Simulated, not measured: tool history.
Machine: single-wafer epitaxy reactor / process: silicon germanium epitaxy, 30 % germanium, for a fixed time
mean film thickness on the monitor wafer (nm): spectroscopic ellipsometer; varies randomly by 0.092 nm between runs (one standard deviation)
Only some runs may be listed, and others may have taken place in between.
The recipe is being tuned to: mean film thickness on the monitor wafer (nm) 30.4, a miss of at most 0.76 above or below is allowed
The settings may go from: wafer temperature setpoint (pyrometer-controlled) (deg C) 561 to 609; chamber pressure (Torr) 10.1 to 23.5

run  hour  wafer temperature setpoint (pyrometer-controlled) (deg C)  chamber pressure (Torr)  mean film thickness on the monitor wafer (nm)
  1     0                                                        585                     16.8                                         40.318
  2   7.2                                                        582                     16.7                                          37.78
  3  15.8                                                        580                     16.6                                         36.153
  4  19.5                                                        580                     15.2                                         35.328
  5    26                                                        579                     15.2                                         34.548
  6  32.8                                                        578                     15.2                                          34.05
  7  36.8                                                        577                     15.2                                         32.973
  8  41.4                                                        572                     15.1                                         29.545

Exercise: of the 5 proposed moves below, exactly one satisfies all targets within the stated allowed misses. Which move is it?
  A    46                                                        568                     17.3                                              ?
  B    46                                                        568                     16.9                                              ?
  C    46                                                        570                     15.5                                              ?
  D    46                                                        572                     13.4                                              ?
  E    46                                                        572                     16.5                                              ?

move  mean film thickness on the monitor wafer (nm)
   A                                         28.022
   B                                         27.843
   C                                         28.456
   D                                          28.66
   E                                         30.261
A: lands further from the targets than the last run did
B: lands further from the targets than the last run did
C: lands further from the targets than the last run did
D: lands further from the targets than the last run did
E: every result within its allowed miss
Answer: E
